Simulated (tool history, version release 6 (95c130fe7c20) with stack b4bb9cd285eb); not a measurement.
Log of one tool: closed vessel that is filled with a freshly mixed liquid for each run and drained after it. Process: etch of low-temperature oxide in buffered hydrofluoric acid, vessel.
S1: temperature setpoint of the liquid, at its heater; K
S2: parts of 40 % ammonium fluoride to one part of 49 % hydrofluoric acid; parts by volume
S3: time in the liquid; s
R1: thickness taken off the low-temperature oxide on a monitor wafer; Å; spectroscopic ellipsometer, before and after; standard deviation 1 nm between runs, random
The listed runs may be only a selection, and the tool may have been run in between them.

run,hour,S1,S2,S3,R1
1,0,297.15,16.5,85,1781.6
2,8.6,297.15,12.5,85,2323.5
3,14.3,299.65,12.5,85,2647.5
4,15.2,300.15,12.5,85,2717.1
5,19.5,300.15,12.5,85,2730
# hour 21.5: thermometer replaced
6,21.5,301.15,12.5,85,2600.3
7,28.8,301.65,12.5,85,2657.1

For run 8, what comes out?
8,36.5,302.15,12.5,85,?

Run 8 gave R1 2728.8 Å.
